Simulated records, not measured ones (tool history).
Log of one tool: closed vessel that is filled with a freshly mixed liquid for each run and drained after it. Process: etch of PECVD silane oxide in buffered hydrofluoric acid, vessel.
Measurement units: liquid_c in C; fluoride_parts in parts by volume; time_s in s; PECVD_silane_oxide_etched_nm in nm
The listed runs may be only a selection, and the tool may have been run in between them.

run	hour	liquid_c	fluoride_parts	time_s	PECVD_silane_oxide_etched_nm
1	0	21	18	100	260.68
2	3.8	21	13.5	100	349.31
3	10	21	18	100	263.44
4	18.1	22.5	17.5	100	291.42
5	19.6	22.5	13.5	100	376.87
6	21.8	23.5	13.5	100	401.58

Run 7 is up next; what results do you expect?
7	28.9	24	13.5	100	?

Run 7 gave PECVD_silane_oxide_etched_nm 413.7 nm.
